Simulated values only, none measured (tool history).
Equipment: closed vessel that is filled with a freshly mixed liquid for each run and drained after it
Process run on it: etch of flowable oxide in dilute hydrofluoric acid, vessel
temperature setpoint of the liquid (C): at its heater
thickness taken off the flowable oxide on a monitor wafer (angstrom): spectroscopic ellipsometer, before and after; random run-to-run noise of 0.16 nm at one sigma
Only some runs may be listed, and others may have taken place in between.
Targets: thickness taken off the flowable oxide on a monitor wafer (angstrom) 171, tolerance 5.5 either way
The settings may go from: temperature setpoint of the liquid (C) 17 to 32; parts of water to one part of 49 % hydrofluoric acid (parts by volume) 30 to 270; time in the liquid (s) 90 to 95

run,hour,temperature setpoint of the liquid (C),parts of water to one part of 49 % hydrofluoric acid (parts by volume),time in the liquid (s),thickness taken off the flowable oxide on a monitor wafer (angstrom)
1,0,24,150,90,204.04
2,8.4,23,150,90,194.57
3,11.4,23,150,95,207.43
4,16.8,22.5,150,95,199.67
5,18.2,22.5,150,90,190.8
6,21.7,22,150,90,188.49
7,29.9,22,150,90,184.63
8,37.2,21.5,150,90,181.44
9,40.3,21,150,90,180.26

Consider the 5 candidate settings below. Which is the only one whose results all fall within their allowed miss of target?
A,43.4,21.5,145,90,?
B,43.4,27,175,90,?
C,43.4,21.5,150,90,?
D,43.4,22,170,95,?
E,43.4,19.5,145,95,?

move,thickness taken off the flowable oxide on a monitor wafer (angstrom)
A,192.85
B,190.2
C,185.41
D,172.35
E,188.02
A: the biggest miss grows against the last run
B: the biggest miss grows against the last run
C: the biggest miss grows against the last run
D: in spec on every target
E: the biggest miss grows against the last run
Answer: D

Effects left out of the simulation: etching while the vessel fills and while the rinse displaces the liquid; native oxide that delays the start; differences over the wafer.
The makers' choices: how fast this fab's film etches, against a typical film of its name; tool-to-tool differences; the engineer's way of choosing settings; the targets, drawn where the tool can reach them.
